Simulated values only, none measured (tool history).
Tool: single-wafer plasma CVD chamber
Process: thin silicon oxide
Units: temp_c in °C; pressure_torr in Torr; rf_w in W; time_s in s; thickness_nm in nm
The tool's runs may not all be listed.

run  hour  temp_c  pressure_torr  rf_w  time_s  thickness_nm
  1     0     400          0.656   340   11.54        19.017
  2   3.4     400          0.616   340   11.54        18.284
  3  10.1     400          0.599   340   11.54        17.971
  4  14.2     400          0.599   340   11.91        18.398
  5  23.1     392          0.599   340   11.91        18.582
  6  31.4     392          0.599   300   11.91        17.883
  7  35.8     392          0.585   300   11.91        17.447

Run 8 comes next. What will it give?
  8    39     392            0.5   300   11.91             ?

Run 8 gave thickness_nm 15.887 nm.
